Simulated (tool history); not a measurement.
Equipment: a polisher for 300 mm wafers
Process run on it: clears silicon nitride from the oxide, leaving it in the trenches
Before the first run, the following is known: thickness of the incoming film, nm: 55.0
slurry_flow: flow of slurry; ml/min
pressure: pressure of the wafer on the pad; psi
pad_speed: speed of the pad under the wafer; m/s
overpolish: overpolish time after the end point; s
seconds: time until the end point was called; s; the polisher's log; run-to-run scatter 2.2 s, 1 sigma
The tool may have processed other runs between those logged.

run 1 day=0 | slurry_flow=150 pressure=2.8 pad_speed=0.8 overpolish=39 | seconds=101.98
run 2 day=0.312 | slurry_flow=150 pressure=2.5 pad_speed=0.8 overpolish=39 | seconds=111.63
run 3 day=0.346 | slurry_flow=175 pressure=2.5 pad_speed=0.8 overpolish=39 | seconds=111.34
run 4 day=0.496 | slurry_flow=175 pressure=2.2 pad_speed=0.8 overpolish=39 | seconds=125.53
run 5 day=0.775 | slurry_flow=175 pressure=2.2 pad_speed=0.8 overpolish=42 | seconds=124.84
run 6 day=1.121 | slurry_flow=205 pressure=2.2 pad_speed=0.8 overpolish=42 | seconds=122.88
run 7 day=1.317 | slurry_flow=205 pressure=1.4 pad_speed=0.78 overpolish=42 | seconds=190.04

Expected results for the next run?
run 8 day=1.408 | slurry_flow=205 pressure=1.5 pad_speed=0.78 overpolish=42 | seconds=?

{"run 8": {"seconds": 177.12}}
